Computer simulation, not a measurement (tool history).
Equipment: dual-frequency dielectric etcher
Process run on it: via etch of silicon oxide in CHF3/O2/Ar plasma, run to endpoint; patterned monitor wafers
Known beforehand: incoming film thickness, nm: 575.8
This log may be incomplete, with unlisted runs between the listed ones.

run,hour,source power (W),bias power (W),endpoint time (s)
1,0,730,158,298.88
2,9.1,660,147,317.12
3,11.8,610,139,330.78
4,15,570,133,342.95
5,16.8,570,121,355.84
6,24.7,540,120,362.77
7,30.1,520,119,368.86
8,35,510,119,364.45
9,43.2,510,119,366.99

Predict the results of run 10:
10,44.8,500,119,?

{"run 10": {"endpoint time (s)": 369.24}}

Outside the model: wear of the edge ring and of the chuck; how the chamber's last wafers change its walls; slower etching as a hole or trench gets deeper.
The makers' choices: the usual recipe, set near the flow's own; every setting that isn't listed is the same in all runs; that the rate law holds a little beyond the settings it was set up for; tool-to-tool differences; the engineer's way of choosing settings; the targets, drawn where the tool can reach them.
